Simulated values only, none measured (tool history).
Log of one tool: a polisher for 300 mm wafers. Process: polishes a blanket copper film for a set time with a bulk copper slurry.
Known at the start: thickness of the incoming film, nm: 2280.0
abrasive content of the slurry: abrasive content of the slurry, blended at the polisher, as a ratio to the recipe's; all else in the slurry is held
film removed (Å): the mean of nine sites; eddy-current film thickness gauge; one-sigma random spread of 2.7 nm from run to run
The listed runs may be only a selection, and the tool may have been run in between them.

run,hour,flow of slurry (ml/min),pressure of the wafer on the pad (kPa),speed of the pad under the wafer (m/s),abrasive content of the slurry,polishing time (s),film removed (Å)
1,0.0,265,17.9,1.32,1.00,71,7177.5
2,2.8,265,17.9,1.32,0.85,71,6875.0
3,4.3,265,17.9,1.04,0.85,71,5467.4
4,7.9,265,17.9,0.84,0.85,71,4519.7
5,16.4,265,21.4,0.84,0.85,71,5354.0
6,24.1,265,20.7,0.84,0.85,71,5231.2
7,32.2,265,20.0,0.84,0.85,71,4989.4

What does the tool deliver on the next run?
8,35.4,265,19.3,0.84,0.85,71,?

{"run 8": {"film removed (Å)": 4850.5}}
